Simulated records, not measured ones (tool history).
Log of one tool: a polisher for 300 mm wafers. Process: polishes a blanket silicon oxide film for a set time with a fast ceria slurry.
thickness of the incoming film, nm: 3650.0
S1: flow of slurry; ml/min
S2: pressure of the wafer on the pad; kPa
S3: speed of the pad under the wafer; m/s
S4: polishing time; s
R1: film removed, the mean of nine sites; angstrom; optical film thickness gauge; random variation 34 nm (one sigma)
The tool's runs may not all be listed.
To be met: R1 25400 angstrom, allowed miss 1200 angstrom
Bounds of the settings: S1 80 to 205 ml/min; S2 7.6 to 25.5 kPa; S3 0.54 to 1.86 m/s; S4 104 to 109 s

run	hour	S1	S2	S3	S4	R1
1	0	135	16.5	1.18	104	12691
2	2.5	135	17.9	1.18	104	13811
3	5	135	19.3	1.22	104	15400
4	10.6	135	20.7	1.26	104	16867
5	15.1	110	20.7	1.26	104	16515
6	17.5	110	21.4	1.3	104	17442
7	23.1	115	22.1	1.34	104	18380
8	31.3	115	22.8	1.38	104	20036
9	38.8	115	23.4	1.4	104	21197
# hour 46.4: head pressure recalibrated
10	46.4	115	24.1	1.42	104	23454
11	50.7	120	24.1	1.42	104	24274

Which of these 5 next moves meets every target?
A	55	115	22.8	1.44	104	?
B	55	100	21.4	1.42	109	?
C	55	105	25.5	1.4	109	?
D	55	120	25.5	1.16	109	?
E	55	110	23.4	1.34	107	?

move	R1
A	22910
B	21907
C	25843
D	21876
E	22504
A: further off than the last run
B: further off than the last run
C: meets every target
D: further off than the last run
E: further off than the last run
The right move is C.
